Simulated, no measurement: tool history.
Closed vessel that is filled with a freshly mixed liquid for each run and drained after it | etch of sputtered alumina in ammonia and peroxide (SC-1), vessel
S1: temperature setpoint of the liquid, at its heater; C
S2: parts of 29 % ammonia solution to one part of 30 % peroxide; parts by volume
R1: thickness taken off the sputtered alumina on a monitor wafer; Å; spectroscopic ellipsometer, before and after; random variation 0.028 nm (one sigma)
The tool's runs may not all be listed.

Run 1, hour 0: S1 54 C, S2 0.45 parts by volume, time in the liquid (s) 240. Result: R1 124.9 Å.
Run 2, hour 4.7: S1 53 C, S2 0.45 parts by volume, time in the liquid (s) 240. Result: R1 118.87 Å.
Run 3, hour 14: S1 52 C, S2 0.45 parts by volume, time in the liquid (s) 240. Result: R1 112.7 Å.
Run 4, hour 18.5: S1 51 C, S2 0.45 parts by volume, time in the liquid (s) 240. Result: R1 106.6 Å.
Run 5, hour 26.9: S1 50.5 C, S2 0.45 parts by volume, time in the liquid (s) 240. Result: R1 103.95 Å.
Run 6, hour 34: S1 50 C, S2 0.45 parts by volume, time in the liquid (s) 240. Result: R1 100.16 Å.
Run 7, hour 42.5: S1 50 C, S2 0.45 parts by volume, time in the liquid (s) 240. Result: R1 100.51 Å.
Run 8, hour 45.8: S1 49.5 C, S2 0.45 parts by volume, time in the liquid (s) 240. Result: R1 98.235 Å.

Run 9 comes next. What will it give?
Run 9, hour 53.4: S1 49 C, S2 0.45 parts by volume, time in the liquid (s) 240. Result: R1 ?.

R1: 96.163 Å
